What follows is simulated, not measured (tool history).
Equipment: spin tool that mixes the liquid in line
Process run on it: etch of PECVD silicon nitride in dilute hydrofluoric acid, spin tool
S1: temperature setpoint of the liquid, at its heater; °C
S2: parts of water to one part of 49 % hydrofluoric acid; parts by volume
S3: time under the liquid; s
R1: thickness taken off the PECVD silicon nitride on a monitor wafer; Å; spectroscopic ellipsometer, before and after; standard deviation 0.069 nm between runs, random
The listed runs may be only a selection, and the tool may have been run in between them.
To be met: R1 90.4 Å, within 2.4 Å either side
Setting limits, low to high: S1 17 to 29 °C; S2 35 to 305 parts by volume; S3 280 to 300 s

{"run": 1, "hour": 0.0, "S1": 21, "S2": 170, "S3": 280, "R1": 53.315}
{"run": 2, "hour": 6.5, "S1": 22.5, "S2": 170, "S3": 280, "R1": 58.227}
{"run": 3, "hour": 9.4, "S1": 23.5, "S2": 170, "S3": 280, "R1": 62.394}
{"run": 4, "hour": 13.8, "S1": 23.5, "S2": 220, "S3": 280, "R1": 48.615}
{"run": 5, "hour": 17.3, "S1": 24.5, "S2": 210, "S3": 280, "R1": 53.941}
{"run": 6, "hour": 19.2, "S1": 25, "S2": 200, "S3": 280, "R1": 58.236}
{"hour": 27.5, "done": "thermometer replaced"}
{"run": 7, "hour": 27.5, "S1": 25.5, "S2": 195, "S3": 280, "R1": 55.977}
{"run": 8, "hour": 30.5, "S1": 26, "S2": 180, "S3": 280, "R1": 62.217}
{"run": 9, "hour": 35.4, "S1": 26.5, "S2": 170, "S3": 280, "R1": 67.355}
{"run": 10, "hour": 41.7, "S1": 27, "S2": 160, "S3": 280, "R1": 73.562}

Which of these 5 next moves meets every target?
{"run": "A", "hour": 48.0, "S1": 28.5, "S2": 145, "S3": 285, "R1": "?"}
{"run": "B", "hour": 48.0, "S1": 26.5, "S2": 180, "S3": 280, "R1": "?"}
{"run": "C", "hour": 48.0, "S1": 25.5, "S2": 115, "S3": 300, "R1": "?"}
{"run": "D", "hour": 48.0, "S1": 28, "S2": 135, "S3": 290, "R1": "?"}
{"run": "E", "hour": 48.0, "S1": 22.5, "S2": 155, "S3": 280, "R1": "?"}

move=A R1=91.93
move=B R1=64.175
move=C R1=100.87
move=D R1=97.423
move=E R1=57.676
A: each result inside its tolerance
B: lands further from the targets than the last run did
C: carries the result that was furthest off beyond its target, to the other side
D: carries the result that was furthest off beyond its target, to the other side
E: lands further from the targets than the last run did
Go with A: it meets all targets.

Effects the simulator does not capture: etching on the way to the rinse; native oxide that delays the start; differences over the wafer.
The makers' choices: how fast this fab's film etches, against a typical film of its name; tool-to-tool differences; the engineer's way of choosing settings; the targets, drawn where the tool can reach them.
